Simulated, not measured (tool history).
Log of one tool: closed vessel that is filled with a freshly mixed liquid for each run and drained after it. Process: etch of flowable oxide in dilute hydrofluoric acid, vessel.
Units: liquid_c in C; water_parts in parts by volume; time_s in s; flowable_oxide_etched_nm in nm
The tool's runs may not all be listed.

{"run": 1, "hour": 0.0, "liquid_c": 22.0, "water_parts": 280, "time_s": 140, "flowable_oxide_etched_nm": 14.508}
{"run": 2, "hour": 6.0, "liquid_c": 24.5, "water_parts": 255, "time_s": 140, "flowable_oxide_etched_nm": 17.65}
{"run": 3, "hour": 6.6, "liquid_c": 21.0, "water_parts": 255, "time_s": 140, "flowable_oxide_etched_nm": 15.596}
{"run": 4, "hour": 10.1, "liquid_c": 21.0, "water_parts": 210, "time_s": 140, "flowable_oxide_etched_nm": 20.011}
{"run": 5, "hour": 15.4, "liquid_c": 18.0, "water_parts": 210, "time_s": 140, "flowable_oxide_etched_nm": 17.876}
{"run": 6, "hour": 19.3, "liquid_c": 18.0, "water_parts": 210, "time_s": 140, "flowable_oxide_etched_nm": 17.765}
{"run": 7, "hour": 23.5, "liquid_c": 21.5, "water_parts": 210, "time_s": 140, "flowable_oxide_etched_nm": 20.197}
{"run": 8, "hour": 28.6, "liquid_c": 24.0, "water_parts": 210, "time_s": 140, "flowable_oxide_etched_nm": 22.274}
{"run": 9, "hour": 31.9, "liquid_c": 24.0, "water_parts": 210, "time_s": 140, "flowable_oxide_etched_nm": 22.181}

Forecast run 10:
{"run": 10, "hour": 37.2, "liquid_c": 25.5, "water_parts": 210, "time_s": 140, "flowable_oxide_etched_nm": "?"}

{"run 10": {"flowable_oxide_etched_nm": 23.445}}
